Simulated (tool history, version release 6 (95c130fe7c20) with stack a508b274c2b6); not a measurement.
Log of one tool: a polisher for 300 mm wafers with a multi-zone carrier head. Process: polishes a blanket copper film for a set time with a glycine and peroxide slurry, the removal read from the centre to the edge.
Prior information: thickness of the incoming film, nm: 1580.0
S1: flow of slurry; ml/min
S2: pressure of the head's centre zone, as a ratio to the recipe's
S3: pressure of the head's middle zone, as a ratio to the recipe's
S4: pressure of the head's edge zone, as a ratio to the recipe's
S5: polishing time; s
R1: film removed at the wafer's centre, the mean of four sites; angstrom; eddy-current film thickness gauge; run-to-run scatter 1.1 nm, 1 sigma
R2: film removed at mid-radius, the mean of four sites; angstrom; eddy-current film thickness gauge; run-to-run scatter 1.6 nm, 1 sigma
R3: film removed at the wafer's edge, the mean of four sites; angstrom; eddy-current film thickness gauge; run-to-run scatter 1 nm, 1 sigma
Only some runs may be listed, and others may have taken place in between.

run	hour	S1	S2	S3	S4	S5	R1	R2	R3
1	0	285	1	1	1	35	1717.5	1681.1	1670
2	2.7	285	1	1	0.97	35	1691.2	1677.1	1650.5
3	10.5	285	1	1	0.89	35	1700.4	1676	1614.1
4	17.6	285	0.99	1	0.89	33	1577.6	1558.8	1469.9
5	24.8	285	0.99	1	0.86	33	1605.1	1547.5	1438.3
6	31.5	230	0.99	1	0.86	33	1535.3	1523.3	1431.3
7	34.1	225	0.97	1	0.86	32	1465.6	1475.1	1398.9
8	36.2	225	0.95	1	0.86	31	1405.9	1404.9	1319.1
9	38.7	220	0.93	1.01	0.88	30	1323.2	1432.8	1296.7

Run 10 has not been measured yet. What should we expect?
10	47.3	215	0.92	1	0.88	29	?	?	?

{"run 10": {"R1": 1238, "R2": 1335, "R3": 1277.2}}

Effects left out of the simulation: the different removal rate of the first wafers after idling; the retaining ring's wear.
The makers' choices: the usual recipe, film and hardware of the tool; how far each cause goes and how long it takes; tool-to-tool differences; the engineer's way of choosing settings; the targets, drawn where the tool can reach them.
